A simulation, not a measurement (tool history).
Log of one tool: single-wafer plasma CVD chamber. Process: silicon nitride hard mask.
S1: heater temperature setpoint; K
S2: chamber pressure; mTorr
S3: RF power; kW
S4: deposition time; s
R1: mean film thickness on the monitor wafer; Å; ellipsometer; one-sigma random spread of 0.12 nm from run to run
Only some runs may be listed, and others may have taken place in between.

| run | hour | S1 | S2 | S3 | S4 | R1 |
|---|---|---|---|---|---|---|
| 1 | 0 | 648.15 | 1440 | 0.375 | 49.4 | 610.09 |
| 2 | 1.4 | 648.15 | 1440 | 0.375 | 49.4 | 614.15 |
| 3 | 9.7 | 653.15 | 1440 | 0.375 | 49.4 | 611.81 |
| 4 | 18.5 | 653.15 | 1440 | 0.375 | 47 | 583.12 |
|  | 26.8 | capacitance manometer re-zeroed and calibrated |
| 5 | 26.8 | 664.15 | 1440 | 0.375 | 47 | 590.67 |
| 6 | 31.2 | 656.15 | 1440 | 0.375 | 47 | 589.07 |
| 7 | 34.5 | 656.15 | 1310 | 0.355 | 47 | 544.09 |
| 8 | 38.1 | 656.15 | 1210 | 0.35 | 47 | 519.41 |
| 9 | 38.6 | 656.15 | 1210 | 0.35 | 47 | 520.33 |
| 10 | 44.7 | 656.15 | 1150 | 0.35 | 47 | 504.22 |

Run 11 has not been measured yet. What should we expect?
| 11 | 47.8 | 656.15 | 1120 | 0.35 | 47 | ? |

Run 11 produced R1 494.91 Å.
